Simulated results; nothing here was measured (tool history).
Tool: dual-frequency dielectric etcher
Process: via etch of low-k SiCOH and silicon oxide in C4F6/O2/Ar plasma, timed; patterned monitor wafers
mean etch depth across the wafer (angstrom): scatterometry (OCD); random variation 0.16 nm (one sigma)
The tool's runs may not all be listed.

run,hour,source power (W),bias power (W),etch time (s),mean etch depth across the wafer (angstrom)
1,0,390,241,27.5,744.11
2,7.5,450,241,27.5,795.62
3,10.8,450,241,27.5,794.78
4,15.1,400,238,27.5,753.56
5,19,360,236,27.5,716.11
6,26.9,410,236,27.5,759.74
7,30.7,370,234,27.5,721.24

Forecast run 8:
8,32.9,350,233,27.5,?

Run 8 gave mean etch depth across the wafer (angstrom) 704.67.
